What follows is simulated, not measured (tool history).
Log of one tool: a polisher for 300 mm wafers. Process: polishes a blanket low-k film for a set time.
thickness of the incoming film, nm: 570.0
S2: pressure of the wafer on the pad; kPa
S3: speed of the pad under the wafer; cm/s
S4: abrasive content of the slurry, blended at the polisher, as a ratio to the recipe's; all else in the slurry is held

{"run": 1, "hour": 0.0, "flow of slurry (ml/min)": 265, "S2": 14.5, "S3": 118, "S4": 1, "polishing time (s)": 29, "film removed (angstrom)": 158.04}
{"run": 2, "hour": 5.4, "flow of slurry (ml/min)": 265, "S2": 15.2, "S3": 118, "S4": 1, "polishing time (s)": 29, "film removed (angstrom)": 164.34}
{"run": 3, "hour": 11.9, "flow of slurry (ml/min)": 265, "S2": 15.2, "S3": 118, "S4": 1, "polishing time (s)": 26, "film removed (angstrom)": 147.2}
{"run": 4, "hour": 19.8, "flow of slurry (ml/min)": 265, "S2": 16.5, "S3": 118, "S4": 1, "polishing time (s)": 26, "film removed (angstrom)": 159.52}
{"run": 5, "hour": 27.2, "flow of slurry (ml/min)": 265, "S2": 17.2, "S3": 118, "S4": 1, "polishing time (s)": 26, "film removed (angstrom)": 164.66}
{"run": 6, "hour": 32.3, "flow of slurry (ml/min)": 265, "S2": 17.9, "S3": 118, "S4": 1, "polishing time (s)": 26, "film removed (angstrom)": 169.25}

Forecast run 7:
{"run": 7, "hour": 33.5, "flow of slurry (ml/min)": 265, "S2": 18.6, "S3": 118, "S4": 1, "polishing time (s)": 26, "film removed (angstrom)": "?"}

Run 7 gave film removed (angstrom) 178.34.
